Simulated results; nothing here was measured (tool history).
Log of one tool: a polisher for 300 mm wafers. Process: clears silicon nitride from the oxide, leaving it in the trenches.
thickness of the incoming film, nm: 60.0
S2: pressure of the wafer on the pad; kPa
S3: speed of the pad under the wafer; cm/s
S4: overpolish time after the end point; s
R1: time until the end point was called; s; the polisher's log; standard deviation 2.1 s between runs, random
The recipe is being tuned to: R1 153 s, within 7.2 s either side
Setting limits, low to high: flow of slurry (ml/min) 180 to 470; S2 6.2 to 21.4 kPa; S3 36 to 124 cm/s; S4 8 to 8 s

{"run": 1, "day": 0.0, "flow of slurry (ml/min)": 300, "S2": 13.8, "S3": 80, "S4": 8, "R1": 113.84}
{"run": 2, "day": 0.025, "flow of slurry (ml/min)": 300, "S2": 13.1, "S3": 80, "S4": 8, "R1": 117.59}
{"run": 3, "day": 0.338, "flow of slurry (ml/min)": 350, "S2": 13.1, "S3": 80, "S4": 8, "R1": 114.6}
{"run": 4, "day": 0.583, "flow of slurry (ml/min)": 350, "S2": 14.5, "S3": 80, "S4": 8, "R1": 106.07}
{"run": 5, "day": 0.821, "flow of slurry (ml/min)": 350, "S2": 14.5, "S3": 80, "S4": 8, "R1": 107.9}
{"run": 6, "day": 0.996, "flow of slurry (ml/min)": 350, "S2": 14.5, "S3": 98, "S4": 8, "R1": 85.857}
{"run": 7, "day": 1.158, "flow of slurry (ml/min)": 350, "S2": 12.4, "S3": 96, "S4": 8, "R1": 100.43}
{"run": 8, "day": 1.504, "flow of slurry (ml/min)": 350, "S2": 11, "S3": 94, "S4": 8, "R1": 117.61}
{"run": 9, "day": 1.621, "flow of slurry (ml/min)": 350, "S2": 10.3, "S3": 94, "S4": 8, "R1": 124.26}
{"run": 10, "day": 1.733, "flow of slurry (ml/min)": 350, "S2": 9.7, "S3": 94, "S4": 8, "R1": 133.45}
{"run": 11, "day": 2.092, "flow of slurry (ml/min)": 350, "S2": 9, "S3": 94, "S4": 8, "R1": 143.22}

Exactly one of the 4 candidate moves below puts every result within its allowed miss. Which one?
{"run": "A", "day": 2.45, "flow of slurry (ml/min)": 335, "S2": 9.7, "S3": 98, "S4": 8, "R1": "?"}
{"run": "B", "day": 2.45, "flow of slurry (ml/min)": 300, "S2": 9, "S3": 106, "S4": 8, "R1": "?"}
{"run": "C", "day": 2.45, "flow of slurry (ml/min)": 430, "S2": 6.9, "S3": 114, "S4": 8, "R1": "?"}
{"run": "D", "day": 2.45, "flow of slurry (ml/min)": 390, "S2": 9.7, "S3": 96, "S4": 8, "R1": "?"}

move=A R1=129.51
move=B R1=130.06
move=C R1=150.96
move=D R1=130.57
A: the biggest miss grows against the last run
B: the biggest miss grows against the last run
C: all results in spec
D: the biggest miss grows against the last run
Answer: C
